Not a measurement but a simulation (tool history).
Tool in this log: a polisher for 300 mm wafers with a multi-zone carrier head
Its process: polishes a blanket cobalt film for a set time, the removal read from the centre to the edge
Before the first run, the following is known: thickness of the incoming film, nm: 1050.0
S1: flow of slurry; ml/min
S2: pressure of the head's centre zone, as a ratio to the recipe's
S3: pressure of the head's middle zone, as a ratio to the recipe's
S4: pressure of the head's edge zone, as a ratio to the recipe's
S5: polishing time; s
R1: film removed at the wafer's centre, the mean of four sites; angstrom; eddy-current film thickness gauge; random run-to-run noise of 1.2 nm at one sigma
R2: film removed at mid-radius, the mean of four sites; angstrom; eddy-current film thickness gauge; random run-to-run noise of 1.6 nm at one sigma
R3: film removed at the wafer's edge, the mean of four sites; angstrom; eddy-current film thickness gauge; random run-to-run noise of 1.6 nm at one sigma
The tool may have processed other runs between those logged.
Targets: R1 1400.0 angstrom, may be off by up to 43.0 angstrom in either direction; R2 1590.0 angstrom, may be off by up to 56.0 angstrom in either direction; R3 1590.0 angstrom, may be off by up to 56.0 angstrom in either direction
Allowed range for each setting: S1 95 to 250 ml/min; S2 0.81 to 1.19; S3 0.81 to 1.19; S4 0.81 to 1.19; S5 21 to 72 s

run 1 hour=0.0 | S1=160 S2=1.00 S3=1.00 S4=1.00 S5=46 | R1=2654.3 R2=2840.6 R3=2822.4
run 2 hour=7.9 | S1=160 S2=1.00 S3=1.00 S4=1.08 S5=46 | R1=2565.2 R2=2859.1 R3=2966.5
run 3 hour=13.3 | S1=150 S2=0.97 S3=0.98 S4=1.03 S5=41 | R1=2260.8 R2=2505.4 R3=2552.5
run 4 hour=19.2 | S1=140 S2=0.94 S3=0.96 S4=1.00 S5=37 | R1=1916.7 R2=2172.1 R3=2235.1
-- hour=23.1 centre zone pressure recalibrated
run 5 hour=23.1 | S1=135 S2=0.92 S3=0.95 S4=0.96 S5=35 | R1=1918.8 R2=2036.3 R3=2099.1
run 6 hour=30.4 | S1=130 S2=0.90 S3=0.96 S4=0.95 S5=33 | R1=1737.1 R2=1926.1 R3=1951.1
run 7 hour=38.8 | S1=125 S2=0.88 S3=0.96 S4=0.93 S5=32 | R1=1679.6 R2=1843.4 R3=1859.3
run 8 hour=41.5 | S1=120 S2=0.86 S3=0.96 S4=0.92 S5=31 | R1=1549.1 R2=1763.4 R3=1820.1
run 9 hour=42.3 | S1=115 S2=0.85 S3=0.96 S4=0.90 S5=30 | R1=1461.7 R2=1679.0 R3=1689.2
run 10 hour=45.5 | S1=110 S2=0.85 S3=0.96 S4=0.89 S5=30 | R1=1454.2 R2=1688.0 R3=1691.9
run 11 hour=49.4 | S1=110 S2=0.85 S3=0.95 S4=0.88 S5=30 | R1=1444.9 R2=1670.5 R3=1650.7

Pick the move, out of 5, that brings all results within their allowed miss; only one does.
run A hour=53.3 | S1=105 S2=0.94 S3=1.00 S4=0.81 S5=29 | R1=? R2=? R3=?
run B hour=53.3 | S1=125 S2=0.82 S3=0.91 S4=0.84 S5=29 | R1=? R2=? R3=?
run C hour=53.3 | S1=100 S2=0.86 S3=1.01 S4=0.89 S5=31 | R1=? R2=? R3=?
run D hour=53.3 | S1=110 S2=0.81 S3=0.88 S4=0.99 S5=30 | R1=? R2=? R3=?
run E hour=53.3 | S1=165 S2=0.93 S3=0.93 S4=0.98 S5=26 | R1=? R2=? R3=?

move=A R1=1515.1 R2=1638.4 R3=1551.0
move=B R1=1395.5 R2=1598.8 R3=1621.4
move=C R1=1470.2 R2=1742.8 R3=1714.8
move=D R1=1381.4 R2=1571.6 R3=1774.7
move=E R1=1492.4 R2=1531.2 R3=1619.6
A: brings the result that was furthest off to its target, and leaves another outside
B: in spec on every target
C: lands further from the targets than the last run did
D: brings the result that was furthest off to its target, and leaves another outside
E: takes the biggest miss from the last run beyond its target
The right move is B.

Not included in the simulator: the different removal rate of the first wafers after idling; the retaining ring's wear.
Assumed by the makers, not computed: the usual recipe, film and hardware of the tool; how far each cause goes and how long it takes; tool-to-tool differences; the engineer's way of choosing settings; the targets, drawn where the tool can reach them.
